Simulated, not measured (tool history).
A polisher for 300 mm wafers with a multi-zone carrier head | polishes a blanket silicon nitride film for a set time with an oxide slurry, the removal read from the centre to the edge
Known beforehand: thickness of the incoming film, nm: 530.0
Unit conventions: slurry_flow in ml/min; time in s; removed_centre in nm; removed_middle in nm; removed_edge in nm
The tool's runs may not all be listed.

{"run": 1, "hour": 0.0, "slurry_flow": 295, "centre_zone": 1, "middle_zone": 1, "edge_zone": 1, "slurry_solids": 1, "time": 62, "removed_centre": 68.471, "removed_middle": 69.141, "removed_edge": 69.192}
{"run": 2, "hour": 8.9, "slurry_flow": 295, "centre_zone": 1, "middle_zone": 1, "edge_zone": 1.04, "slurry_solids": 1, "time": 62, "removed_centre": 67.784, "removed_middle": 66.359, "removed_edge": 70.065}
{"run": 3, "hour": 14.8, "slurry_flow": 335, "centre_zone": 1, "middle_zone": 1, "edge_zone": 1.04, "slurry_solids": 1, "time": 62, "removed_centre": 69.816, "removed_middle": 69.904, "removed_edge": 72.176}
{"run": 4, "hour": 21.2, "slurry_flow": 335, "centre_zone": 1, "middle_zone": 1, "edge_zone": 1.04, "slurry_solids": 0.8, "time": 62, "removed_centre": 62.586, "removed_middle": 61.371, "removed_edge": 64.419}
{"run": 5, "hour": 25.5, "slurry_flow": 335, "centre_zone": 1, "middle_zone": 1, "edge_zone": 1.04, "slurry_solids": 0.7, "time": 62, "removed_centre": 57.086, "removed_middle": 57.268, "removed_edge": 59.308}
{"run": 6, "hour": 30.8, "slurry_flow": 345, "centre_zone": 0.99, "middle_zone": 1.01, "edge_zone": 1.06, "slurry_solids": 0.8, "time": 62, "removed_centre": 60.69, "removed_middle": 62.552, "removed_edge": 64.55}
{"run": 7, "hour": 34.3, "slurry_flow": 350, "centre_zone": 0.99, "middle_zone": 1.01, "edge_zone": 1.07, "slurry_solids": 0.9, "time": 63, "removed_centre": 66.687, "removed_middle": 67.264, "removed_edge": 70.146}
{"run": 8, "hour": 38.6, "slurry_flow": 350, "centre_zone": 0.89, "middle_zone": 1.06, "edge_zone": 1.17, "slurry_solids": 1.15, "time": 72, "removed_centre": 77.747, "removed_middle": 88.949, "removed_edge": 94.556}
{"run": 9, "hour": 44.6, "slurry_flow": 350, "centre_zone": 0.9, "middle_zone": 1.06, "edge_zone": 1.17, "slurry_solids": 1.2, "time": 72, "removed_centre": 78.211, "removed_middle": 91.426, "removed_edge": 96.232}
{"run": 10, "hour": 53.1, "slurry_flow": 350, "centre_zone": 0.91, "middle_zone": 1.05, "edge_zone": 1.17, "slurry_solids": 1.25, "time": 72, "removed_centre": 79.769, "removed_middle": 92.708, "removed_edge": 98.766}
{"run": 11, "hour": 55.6, "slurry_flow": 350, "centre_zone": 0.93, "middle_zone": 1.05, "edge_zone": 1.17, "slurry_solids": 1.3, "time": 72, "removed_centre": 85.917, "removed_middle": 93.701, "removed_edge": 99.194}
{"run": 12, "hour": 56.3, "slurry_flow": 370, "centre_zone": 0.91, "middle_zone": 1.03, "edge_zone": 1.19, "slurry_solids": 1.5, "time": 77, "removed_centre": 92.309, "removed_middle": 102.42, "removed_edge": 113.89}

Predict the results of run 13:
{"run": 13, "hour": 61.8, "slurry_flow": 370, "centre_zone": 0.92, "middle_zone": 1.03, "edge_zone": 1.19, "slurry_solids": 1.5, "time": 77, "removed_centre": "?", "removed_middle": "?", "removed_edge": "?"}

removed_centre: 95.128 nm
removed_middle: 102.67 nm
removed_edge: 113.77 nm
